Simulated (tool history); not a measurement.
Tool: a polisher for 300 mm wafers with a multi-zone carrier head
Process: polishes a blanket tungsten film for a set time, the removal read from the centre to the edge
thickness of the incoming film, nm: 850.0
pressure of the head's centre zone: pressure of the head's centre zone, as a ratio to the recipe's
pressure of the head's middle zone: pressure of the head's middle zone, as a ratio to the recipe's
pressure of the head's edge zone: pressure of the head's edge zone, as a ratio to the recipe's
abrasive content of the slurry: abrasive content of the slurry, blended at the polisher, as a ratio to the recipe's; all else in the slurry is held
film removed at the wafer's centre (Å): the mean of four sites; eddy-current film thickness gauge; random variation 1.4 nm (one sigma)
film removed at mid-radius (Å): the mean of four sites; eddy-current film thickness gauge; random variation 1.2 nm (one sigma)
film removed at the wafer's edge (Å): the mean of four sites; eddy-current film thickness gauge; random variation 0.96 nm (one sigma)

run  hour  flow of slurry (ml/min)  pressure of the head's centre zone  pressure of the head's middle zone  pressure of the head's edge zone  abrasive content of the slurry  polishing time (s)  film removed at the wafer's centre (Å)  film removed at mid-radius (Å)  film removed at the wafer's edge (Å)
  1   0.0                      195                                1.00                                1.00                              1.00                            1.00                  39                                  2183.0                          2122.7                                2242.0
  2   3.0                      185                                0.99                                0.96                              0.96                            0.85                  35                                  1807.5                          1790.1                                1845.5
  3   4.1                      175                                1.00                                0.91                              0.97                            0.75                  32                                  1589.0                          1462.3                                1634.0
  4   8.3                      165                                0.99                                0.88                              0.94                            0.65                  31                                  1391.9                          1279.3                                1443.3
  5  11.3                      165                                0.99                                0.88                              0.98                            0.65                  31                                  1389.0                          1271.5                                1470.8
  6  14.9                      165                                0.99                                0.92                              0.98                            0.65                  31                                  1425.6                          1318.7                                1463.9
  7  16.0                      155                                0.99                                0.90                              0.96                            0.60                  31                                  1374.9                          1236.8                                1402.9

The next listed run, before its measurement:
  8  16.8                      145                                0.98                                0.89                              0.94                            0.60                  31                                       ?                               ?                                     ?

film removed at the wafer's centre (Å): 1321.2
film removed at mid-radius (Å): 1238.9
film removed at the wafer's edge (Å): 1376.9
